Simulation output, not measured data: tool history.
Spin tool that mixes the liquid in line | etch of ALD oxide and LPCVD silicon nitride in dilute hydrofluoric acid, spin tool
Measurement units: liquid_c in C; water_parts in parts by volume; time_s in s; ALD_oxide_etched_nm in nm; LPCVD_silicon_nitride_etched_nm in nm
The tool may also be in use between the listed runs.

run,day,liquid_c,water_parts,time_s,ALD_oxide_etched_nm,LPCVD_silicon_nitride_etched_nm
1,0,26,250,120,7.0099,0.30504
2,0.258,26,300,120,5.5644,0.28009
3,0.612,26,335,120,4.83,0.24273
4,0.917,26,270,120,6.2595,0.2686
5,1.017,23.5,330,110,4.0717,0.19615
6,1.279,23.5,405,110,3.1216,0.1728
7,1.512,19.5,450,75,1.6091,0.068267
8,1.883,20,450,75,1.6464,0.074734

What does the tool deliver on the next run?
9,2.125,20.5,450,75,?,?

ALD_oxide_etched_nm: 1.6551 nm
LPCVD_silicon_nitride_etched_nm: 0.082351 nm
